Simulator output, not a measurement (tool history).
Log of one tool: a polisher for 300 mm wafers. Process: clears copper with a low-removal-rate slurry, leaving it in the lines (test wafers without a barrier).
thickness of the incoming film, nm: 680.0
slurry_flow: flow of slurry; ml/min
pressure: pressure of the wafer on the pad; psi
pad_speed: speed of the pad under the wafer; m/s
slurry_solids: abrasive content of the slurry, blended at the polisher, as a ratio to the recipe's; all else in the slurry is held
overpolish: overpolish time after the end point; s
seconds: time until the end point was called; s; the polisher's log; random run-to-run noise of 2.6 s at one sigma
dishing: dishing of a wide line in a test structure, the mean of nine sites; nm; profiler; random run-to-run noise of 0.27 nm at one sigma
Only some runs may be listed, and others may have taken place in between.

run	hour	slurry_flow	pressure	pad_speed	slurry_solids	overpolish	seconds	dishing
1	0.0	220	4.0	1.02	1.0	11	199.86	16.283
2	3.4	220	3.8	1.02	1.0	12	205.98	16.335
3	8.5	220	3.8	1.02	1.0	9	203.92	14.079
4	13.1	220	3.7	1.00	1.0	11	214.49	15.407
5	21.5	250	3.7	1.00	1.0	11	210.53	15.480
6	23.5	250	3.0	1.00	1.0	11	262.39	13.855
7	26.6	250	3.1	1.00	1.0	12	250.79	14.849

For run 8, what comes out?
8	29.6	250	3.2	1.00	1.0	13	?	?

{"run 8": {"seconds": 243.35, "dishing": 15.765}}
